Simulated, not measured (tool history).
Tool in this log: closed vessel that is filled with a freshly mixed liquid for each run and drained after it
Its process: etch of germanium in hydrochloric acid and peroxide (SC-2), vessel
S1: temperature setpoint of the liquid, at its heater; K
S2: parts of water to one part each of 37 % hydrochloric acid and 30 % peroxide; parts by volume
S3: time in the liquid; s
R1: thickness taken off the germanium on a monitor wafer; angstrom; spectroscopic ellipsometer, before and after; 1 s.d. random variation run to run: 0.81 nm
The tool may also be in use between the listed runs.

run  hour      S1   S2  S3      R1
  1   0.0  335.15  7.0  35  979.72
  2   5.7  335.15  9.5  35  946.70
  3   9.7  329.15  9.5  35  803.23
  4  16.6  329.15  7.0  35  818.90
  5  24.8  329.15  7.0  30  696.06
  6  28.6  329.15  7.0  35  817.43
  7  31.9  330.15  7.0  35  848.54

For run 8, what comes out?
  8  35.4  330.65  7.0  35   ?

Logged for run 8: R1 863.21 angstrom.
